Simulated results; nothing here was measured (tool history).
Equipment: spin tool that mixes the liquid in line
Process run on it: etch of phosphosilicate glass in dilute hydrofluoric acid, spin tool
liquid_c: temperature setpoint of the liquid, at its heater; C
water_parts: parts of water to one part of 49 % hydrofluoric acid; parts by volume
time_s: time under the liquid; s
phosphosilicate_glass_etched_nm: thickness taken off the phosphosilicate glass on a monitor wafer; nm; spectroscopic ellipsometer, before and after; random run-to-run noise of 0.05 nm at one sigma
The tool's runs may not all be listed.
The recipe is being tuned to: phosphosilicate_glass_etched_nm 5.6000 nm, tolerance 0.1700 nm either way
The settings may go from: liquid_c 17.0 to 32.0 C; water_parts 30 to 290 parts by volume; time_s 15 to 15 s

run,day,liquid_c,water_parts,time_s,phosphosilicate_glass_etched_nm
1,0.000,24.0,160,15,7.1419
2,0.162,27.5,160,15,7.9927
3,0.525,27.5,160,15,7.9350
4,0.854,27.5,110,15,12.5420
5,1.096,26.0,120,15,10.6400
6,1.167,26.0,120,15,10.4920
7,1.342,24.5,125,15,9.7506
8,1.404,23.5,130,15,8.9378

Next run, 5 choices. One meets every target within its allowed miss, the rest don't. Which?
A,1.467,18.5,155,15,?
B,1.467,22.5,170,15,?
C,1.467,20.0,170,15,?
D,1.467,22.0,170,15,?
E,1.467,18.0,150,15,?

move,phosphosilicate_glass_etched_nm
A,5.9183
B,6.2169
C,5.6421
D,6.0987
E,6.0231
A: an improvement on the last run, though not all results are within tolerance
B: an improvement on the last run, though not all results are within tolerance
C: all results land within tolerance of their targets
D: an improvement on the last run, though not all results are within tolerance
E: an improvement on the last run, though not all results are within tolerance
Correct choice: C, which meets every target
